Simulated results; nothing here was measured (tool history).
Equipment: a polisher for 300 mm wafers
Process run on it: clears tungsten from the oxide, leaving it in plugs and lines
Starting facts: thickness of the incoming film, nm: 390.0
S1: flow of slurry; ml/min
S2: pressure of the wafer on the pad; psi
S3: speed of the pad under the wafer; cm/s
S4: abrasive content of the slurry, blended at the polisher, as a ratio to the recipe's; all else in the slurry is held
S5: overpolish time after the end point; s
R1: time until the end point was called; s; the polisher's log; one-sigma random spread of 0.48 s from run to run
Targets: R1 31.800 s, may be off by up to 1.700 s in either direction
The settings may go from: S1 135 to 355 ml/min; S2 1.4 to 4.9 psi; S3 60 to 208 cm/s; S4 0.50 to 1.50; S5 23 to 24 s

run  hour   S1   S2   S3    S4  S5      R1
  1   0.0  225  3.1  134  1.00  23  61.005
  2   2.6  225  3.1  134  1.00  23  63.611
  3   9.4  225  3.1  134  1.00  23  62.163
  4  10.2  225  3.5  138  1.00  23  55.527
  5  14.5  225  3.5  138  0.95  23  54.964
  6  17.9  225  3.8  144  0.95  23  48.266
  7  24.4  225  4.0  148  0.95  23  44.979
  8  28.9  225  4.2  152  0.95  23  41.472
  9  31.5  225  4.3  154  0.95  23  39.985
 10  39.5  225  4.4  156  0.95  23  38.530
 11  45.8  225  4.9  162  0.95  23  34.210

Which one of the following 4 next-run settings gets every result inside its allowed miss? There is exactly one.
  A  52.1  250  4.5  168  0.85  23   ?
  B  52.1  210  4.8  176  0.90  23   ?
  C  52.1  280  4.8  154  0.85  24   ?
  D  52.1  225  4.7  152  1.20  24   ?

move      R1
   A  35.047
   B  31.438
   C  35.454
   D  33.811
A: the biggest miss grows against the last run
B: in spec on every target
C: the biggest miss grows against the last run
D: closer than the last run, but not yet in spec
The move that meets every target is B.
